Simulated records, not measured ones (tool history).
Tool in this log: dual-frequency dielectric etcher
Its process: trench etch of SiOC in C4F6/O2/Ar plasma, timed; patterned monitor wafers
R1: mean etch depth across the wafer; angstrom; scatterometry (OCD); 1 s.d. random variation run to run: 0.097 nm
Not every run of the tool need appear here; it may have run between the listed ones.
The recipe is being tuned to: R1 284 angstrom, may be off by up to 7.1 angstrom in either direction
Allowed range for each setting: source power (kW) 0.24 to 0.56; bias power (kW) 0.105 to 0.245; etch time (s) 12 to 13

Run 1, day 0: source power (kW) 0.4, bias power (kW) 0.175, etch time (s) 13. Result: R1 248.3 angstrom.
Run 2, day 0.092: source power (kW) 0.41, bias power (kW) 0.177, etch time (s) 13. Result: R1 249.62 angstrom.
Run 3, day 0.267: source power (kW) 0.42, bias power (kW) 0.179, etch time (s) 13. Result: R1 252.89 angstrom.
Run 4, day 0.521: source power (kW) 0.42, bias power (kW) 0.179, etch time (s) 13. Result: R1 254.47 angstrom.
Run 5, day 0.671: source power (kW) 0.43, bias power (kW) 0.18, etch time (s) 13. Result: R1 253.75 angstrom.
Run 6, day 0.858: source power (kW) 0.43, bias power (kW) 0.201, etch time (s) 13. Result: R1 267.44 angstrom.
Run 7, day 1.125: source power (kW) 0.44, bias power (kW) 0.202, etch time (s) 13. Result: R1 268.88 angstrom.
Run 8, day 1.208: source power (kW) 0.45, bias power (kW) 0.203, etch time (s) 13. Result: R1 271.65 angstrom.

Exercise: of the 4 proposed moves below, exactly one satisfies all targets within the stated allowed misses. Which move is it?
Run A, day 1.292: source power (kW) 0.46, bias power (kW) 0.221, etch time (s) 12.5. Result: R1 ?.
Run B, day 1.292: source power (kW) 0.44, bias power (kW) 0.205, etch time (s) 12.5. Result: R1 ?.
Run C, day 1.292: source power (kW) 0.52, bias power (kW) 0.228, etch time (s) 12.5. Result: R1 ?.
Run D, day 1.292: source power (kW) 0.47, bias power (kW) 0.201, etch time (s) 12.5. Result: R1 ?.

move      R1
   A  273.13
   B  261.24
   C  286.69
   D  263.95
A: an improvement on the last run, though not all results are within tolerance
B: its largest miss is bigger than the last run's
C: every result lands within tolerance
D: its largest miss is bigger than the last run's
The move that meets every target is C.
